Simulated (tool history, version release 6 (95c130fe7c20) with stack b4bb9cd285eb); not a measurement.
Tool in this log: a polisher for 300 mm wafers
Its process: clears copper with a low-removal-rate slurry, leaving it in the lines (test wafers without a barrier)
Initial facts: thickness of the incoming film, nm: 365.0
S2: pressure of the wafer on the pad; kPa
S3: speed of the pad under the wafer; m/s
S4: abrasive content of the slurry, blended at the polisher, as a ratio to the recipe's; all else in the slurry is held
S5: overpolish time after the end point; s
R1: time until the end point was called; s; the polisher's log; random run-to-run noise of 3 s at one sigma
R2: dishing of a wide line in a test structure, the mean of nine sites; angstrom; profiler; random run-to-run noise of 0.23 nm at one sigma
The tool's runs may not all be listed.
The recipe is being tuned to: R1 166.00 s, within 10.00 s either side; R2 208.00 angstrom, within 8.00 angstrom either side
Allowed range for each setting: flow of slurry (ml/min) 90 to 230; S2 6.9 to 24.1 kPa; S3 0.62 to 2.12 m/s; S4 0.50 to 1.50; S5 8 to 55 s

Run 1, hour 0.0: flow of slurry (ml/min) 150, S2 15.2 kPa, S3 1.36 m/s, S4 1.00, S5 28 s. Result: R1 138.88 s, R2 520.65 angstrom.
Run 2, hour 1.4: flow of slurry (ml/min) 155, S2 13.1 kPa, S3 1.44 m/s, S4 1.00, S5 22 s. Result: R1 139.04 s, R2 415.89 angstrom.
Run 3, hour 8.8: flow of slurry (ml/min) 130, S2 13.1 kPa, S3 1.44 m/s, S4 1.00, S5 22 s. Result: R1 141.16 s, R2 398.05 angstrom.
Run 4, hour 11.4: flow of slurry (ml/min) 105, S2 13.1 kPa, S3 1.44 m/s, S4 1.00, S5 22 s. Result: R1 152.62 s, R2 373.99 angstrom.
Run 5, hour 18.9: flow of slurry (ml/min) 105, S2 13.1 kPa, S3 1.58 m/s, S4 1.00, S5 22 s. Result: R1 141.97 s, R2 411.58 angstrom.
Run 6, hour 23.8: flow of slurry (ml/min) 105, S2 13.1 kPa, S3 1.58 m/s, S4 1.10, S5 22 s. Result: R1 140.95 s, R2 414.36 angstrom.
Run 7, hour 26.7: flow of slurry (ml/min) 130, S2 11.7 kPa, S3 1.50 m/s, S4 1.00, S5 18 s. Result: R1 151.88 s, R2 325.73 angstrom.
Run 8, hour 30.6: flow of slurry (ml/min) 145, S2 10.3 kPa, S3 1.52 m/s, S4 1.00, S5 15 s. Result: R1 166.19 s, R2 260.58 angstrom.
Run 9, hour 34.1: flow of slurry (ml/min) 150, S2 10.3 kPa, S3 1.54 m/s, S4 1.00, S5 13 s. Result: R1 157.96 s, R2 239.88 angstrom.
Run 10, hour 35.6: flow of slurry (ml/min) 150, S2 10.3 kPa, S3 1.54 m/s, S4 1.00, S5 13 s. Result: R1 155.62 s, R2 238.38 angstrom.
Run 11, hour 38.3: flow of slurry (ml/min) 150, S2 9.7 kPa, S3 1.54 m/s, S4 1.00, S5 13 s. Result: R1 158.23 s, R2 225.40 angstrom.
Run 12, hour 41.3: flow of slurry (ml/min) 140, S2 9.0 kPa, S3 1.54 m/s, S4 1.00, S5 12 s. Result: R1 173.93 s, R2 199.45 angstrom.

Exactly one of the 4 candidate moves below puts every result within its allowed miss. Which one?
Run A, hour 44.3: flow of slurry (ml/min) 165, S2 6.9 kPa, S3 1.82 m/s, S4 1.20, S5 12 s. Result: R1 ?, R2 ?.
Run B, hour 44.3: flow of slurry (ml/min) 155, S2 10.3 kPa, S3 1.40 m/s, S4 1.10, S5 14 s. Result: R1 ?, R2 ?.
Run C, hour 44.3: flow of slurry (ml/min) 105, S2 6.9 kPa, S3 1.58 m/s, S4 1.15, S5 16 s. Result: R1 ?, R2 ?.
Run D, hour 44.3: flow of slurry (ml/min) 140, S2 9.0 kPa, S3 1.64 m/s, S4 0.90, S5 13 s. Result: R1 ?, R2 ?.

move      R1      R2
   A  163.34  211.67
   B  167.97  240.09
   C  209.10  219.42
   D  167.82  223.84
A: every result within its allowed miss
B: moves the result that the last run missed by most past its target, out the other side
C: moves the result that the last run missed by most past its target, out the other side
D: moves the result that the last run missed by most past its target, out the other side
A meets every target.
